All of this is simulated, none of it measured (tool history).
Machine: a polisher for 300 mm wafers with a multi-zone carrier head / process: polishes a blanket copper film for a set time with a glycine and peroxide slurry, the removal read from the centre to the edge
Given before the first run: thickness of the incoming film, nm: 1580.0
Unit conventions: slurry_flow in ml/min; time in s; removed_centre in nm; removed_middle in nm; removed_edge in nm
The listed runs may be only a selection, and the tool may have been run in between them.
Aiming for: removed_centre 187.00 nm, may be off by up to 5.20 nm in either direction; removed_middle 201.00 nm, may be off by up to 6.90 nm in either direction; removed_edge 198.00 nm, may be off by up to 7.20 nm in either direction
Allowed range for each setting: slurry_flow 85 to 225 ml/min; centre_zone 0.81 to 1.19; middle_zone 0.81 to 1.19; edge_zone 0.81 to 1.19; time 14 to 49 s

run    day  slurry_flow  centre_zone  middle_zone  edge_zone  time  removed_centre  removed_middle  removed_edge
  1  0.000          145         1.00         1.00       1.00    31          154.44          152.62        155.51
  2  0.283          145         1.00         0.92       1.00    31          154.63          144.60        156.44
  3  0.462          130         1.00         0.92       1.00    31          146.81          138.02        153.13
  4  0.588          130         1.00         0.92       0.96    31          147.82          139.12        149.23
  5  0.775          140         1.00         0.94       0.98    31          151.27          145.40        155.14
  6  0.912          140         1.00         1.01       0.98    31          152.49          155.80        153.32
  7  1.246          145         1.00         1.02       1.00    31          153.05          155.51        157.77
  8  1.425          185         1.04         1.12       1.08    35          189.01          200.23        190.06
  9  1.496          185         1.04         1.12       1.09    35          187.79          200.88        185.15
 10  1.817          185         1.03         1.11       1.09    35          189.08          198.02        186.46
 11  1.933          185         1.03         1.11       1.09    35          187.18          199.72        183.57

4 candidate next runs follow, results not yet known. Just one meets every target within its allowed miss. Identify it.
  A  2.050          135         1.00         1.07       1.09    39               ?               ?             ?
  B  2.050          220         1.08         1.19       1.02    33               ?               ?             ?
  C  2.050          225         1.04         1.19       1.08    32               ?               ?             ?
  D  2.050          220         1.08         1.18       0.99    33               ?               ?             ?

move  removed_centre  removed_middle  removed_edge
   A          187.68          199.52        198.72
   B          189.66          202.05        174.76
   C          177.65          196.55        173.47
   D          189.65          200.58        172.92
A: all results land within tolerance of their targets
B: its largest miss is bigger than the last run's
C: its largest miss is bigger than the last run's
D: its largest miss is bigger than the last run's
A meets every target.
